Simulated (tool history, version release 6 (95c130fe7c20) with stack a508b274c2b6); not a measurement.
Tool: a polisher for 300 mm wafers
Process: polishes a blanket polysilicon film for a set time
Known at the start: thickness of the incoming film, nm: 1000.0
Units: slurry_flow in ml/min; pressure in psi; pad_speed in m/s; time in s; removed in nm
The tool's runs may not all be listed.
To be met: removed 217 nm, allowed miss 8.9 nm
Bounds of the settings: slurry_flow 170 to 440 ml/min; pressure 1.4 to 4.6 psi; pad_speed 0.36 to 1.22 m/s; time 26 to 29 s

run	hour	slurry_flow	pressure	pad_speed	time	removed
1	0	280	3	0.78	29	165.08
2	1.9	280	3	0.7	29	149.26
3	7.6	250	3	0.7	29	150.2
4	9.2	250	3.4	0.7	29	167.79
5	12.2	250	3.1	0.7	29	153.87
6	15.8	250	3.5	0.7	29	172.66
7	20.8	250	3.7	0.7	29	179.38
8	22.2	250	3.9	0.7	29	195.71
9	27.1	250	4	0.7	29	195.45
10	31.9	250	4.1	0.7	29	204.87
11	37.2	250	4.2	0.7	29	204.76

Which of these 4 next moves meets every target?
A	42.5	280	4	0.76	29	?
B	42.5	230	4.2	0.66	29	?
C	42.5	185	4.4	0.82	29	?
D	42.5	310	4	0.72	27	?

move	removed
A	216.38
B	193.75
C	242.81
D	193.02
A: meets every target
B: further off than the last run
C: takes the result that was furthest off past its target
D: further off than the last run
The right move is A.
